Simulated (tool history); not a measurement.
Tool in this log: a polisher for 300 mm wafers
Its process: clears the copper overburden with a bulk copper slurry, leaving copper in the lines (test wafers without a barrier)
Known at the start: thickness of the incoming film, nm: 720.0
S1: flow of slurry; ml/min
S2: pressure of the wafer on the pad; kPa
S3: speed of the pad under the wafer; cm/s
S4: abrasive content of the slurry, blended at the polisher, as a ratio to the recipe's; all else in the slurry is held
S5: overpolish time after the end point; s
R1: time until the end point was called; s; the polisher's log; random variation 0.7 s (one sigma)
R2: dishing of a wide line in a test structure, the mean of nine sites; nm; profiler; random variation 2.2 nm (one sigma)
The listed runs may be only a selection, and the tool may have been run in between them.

run 1 day=0 | S1=130 S2=13.8 S3=136 S4=1 S5=11 | R1=93.454 R2=53.517
run 2 day=0.171 | S1=130 S2=14.5 S3=136 S4=1 S5=11 | R1=89.115 R2=54.516
run 3 day=0.329 | S1=130 S2=14.5 S3=136 S4=0.9 S5=11 | R1=91.763 R2=54.802
run 4 day=0.696 | S1=130 S2=14.5 S3=136 S4=0.75 S5=11 | R1=95.636 R2=50.293
run 5 day=1.038 | S1=130 S2=15.2 S3=136 S4=0.75 S5=11 | R1=89.703 R2=54.792
run 6 day=1.317 | S1=130 S2=15.9 S3=136 S4=0.75 S5=11 | R1=88.178 R2=56.289
run 7 day=1.633 | S1=130 S2=16.5 S3=136 S4=0.75 S5=11 | R1=85.022 R2=57.077
run 8 day=1.892 | S1=130 S2=17.2 S3=136 S4=0.75 S5=11 | R1=79.173 R2=61.089

Run 9 comes next. What will it give?
run 9 day=2.042 | S1=130 S2=17.9 S3=136 S4=0.75 S5=11 | R1=? R2=?

For run 9 the tool returned R1 79.768 s, R2 61.491 nm.
